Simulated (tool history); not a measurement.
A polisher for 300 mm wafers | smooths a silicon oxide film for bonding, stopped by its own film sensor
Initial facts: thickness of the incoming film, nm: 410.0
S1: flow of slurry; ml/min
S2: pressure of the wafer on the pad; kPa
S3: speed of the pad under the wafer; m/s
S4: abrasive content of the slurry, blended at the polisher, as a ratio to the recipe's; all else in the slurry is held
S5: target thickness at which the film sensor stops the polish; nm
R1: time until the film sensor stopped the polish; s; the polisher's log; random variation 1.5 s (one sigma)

run  hour   S1    S2    S3    S4   S5      R1
  1     0  285  15.9  1.04     1  368    53.2
  2   2.2  285  15.9  1.04     1  368  54.914
  3   3.6  285    20  1.04     1  368  43.709
  4   7.8  310    20  1.04     1  368  43.426
  5  11.5  310    20  1.04     1  372  38.411
  6  12.1  305  18.6     1     1  372  43.241
  7  20.6  305  14.5  0.72  0.95  372  72.617

Estimate the outcome of run 8 from the log above:
  8  27.5  305  13.8  0.72  0.95  372   ?

{"run 8": {"R1": 77.23}}

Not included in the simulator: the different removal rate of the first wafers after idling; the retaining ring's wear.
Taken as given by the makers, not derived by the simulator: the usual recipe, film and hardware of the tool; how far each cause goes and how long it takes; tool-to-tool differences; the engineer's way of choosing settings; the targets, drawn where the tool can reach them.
